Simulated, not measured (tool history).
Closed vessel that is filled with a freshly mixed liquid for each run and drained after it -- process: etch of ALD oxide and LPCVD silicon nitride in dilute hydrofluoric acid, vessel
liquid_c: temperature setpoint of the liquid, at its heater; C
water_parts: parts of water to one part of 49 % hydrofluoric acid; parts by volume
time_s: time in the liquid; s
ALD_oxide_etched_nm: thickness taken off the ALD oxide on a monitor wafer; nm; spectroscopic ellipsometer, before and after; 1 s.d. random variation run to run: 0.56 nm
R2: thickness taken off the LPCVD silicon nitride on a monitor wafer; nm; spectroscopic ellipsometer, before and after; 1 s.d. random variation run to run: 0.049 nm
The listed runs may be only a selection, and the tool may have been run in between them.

Run 1, day 0.000: liquid_c 25.0 C, water_parts 50 parts by volume, time_s 60 s. Result: ALD_oxide_etched_nm 26.017 nm, R2 0.67635 nm.
Run 2, day 0.379: liquid_c 27.0 C, water_parts 50 parts by volume, time_s 60 s. Result: ALD_oxide_etched_nm 28.286 nm, R2 0.76694 nm.
Run 3, day 0.600: liquid_c 27.0 C, water_parts 45 parts by volume, time_s 65 s. Result: ALD_oxide_etched_nm 34.455 nm, R2 0.88991 nm.
Run 4, day 0.708: liquid_c 27.0 C, water_parts 45 parts by volume, time_s 50 s. Result: ALD_oxide_etched_nm 26.331 nm, R2 0.71526 nm.
Run 5, day 0.996: liquid_c 27.0 C, water_parts 55 parts by volume, time_s 50 s. Result: ALD_oxide_etched_nm 21.293 nm, R2 0.55281 nm.
Run 6, day 1.067: liquid_c 27.0 C, water_parts 55 parts by volume, time_s 60 s. Result: ALD_oxide_etched_nm 25.377 nm, R2 0.71976 nm.
Run 7, day 1.329: liquid_c 27.0 C, water_parts 55 parts by volume, time_s 60 s. Result: ALD_oxide_etched_nm 25.345 nm, R2 0.67087 nm.
Run 8, day 1.496: liquid_c 27.0 C, water_parts 50 parts by volume, time_s 60 s. Result: ALD_oxide_etched_nm 28.179 nm, R2 0.73331 nm.
Run 9, day 1.717: liquid_c 27.5 C, water_parts 45 parts by volume, time_s 60 s. Result: ALD_oxide_etched_nm 32.040 nm, R2 0.89200 nm.
Run 10, day 1.812: liquid_c 26.5 C, water_parts 40 parts by volume, time_s 65 s. Result: ALD_oxide_etched_nm 37.693 nm, R2 0.97267 nm.
Run 11, day 1.892: liquid_c 26.5 C, water_parts 35 parts by volume, time_s 65 s. Result: ALD_oxide_etched_nm 43.965 nm, R2 1.12270 nm.
Run 12, day 2.154: liquid_c 26.0 C, water_parts 25 parts by volume, time_s 70 s. Result: ALD_oxide_etched_nm 64.822 nm, R2 1.59020 nm.
Run 13, day 2.392: liquid_c 25.5 C, water_parts 25 parts by volume, time_s 70 s. Result: ALD_oxide_etched_nm 63.805 nm, R2 1.49360 nm.
Run 14, day 2.775: liquid_c 25.5 C, water_parts 25 parts by volume, time_s 70 s. Result: ALD_oxide_etched_nm 63.799 nm, R2 1.52950 nm.
Run 15, day 2.904: liquid_c 25.0 C, water_parts 25 parts by volume, time_s 70 s. Result: ALD_oxide_etched_nm 62.541 nm, R2 1.50620 nm.
Run 16, day 3.108: liquid_c 24.5 C, water_parts 25 parts by volume, time_s 70 s. Result: ALD_oxide_etched_nm 61.402 nm, R2 1.51610 nm.

Run 17 has not been measured yet. What should we expect?
Run 17, day 3.221: liquid_c 25.5 C, water_parts 25 parts by volume, time_s 70 s. Result: ALD_oxide_etched_nm ?, R2 ?.

{"run 17": {"ALD_oxide_etched_nm": 64.048, "R2": 1.5753}}
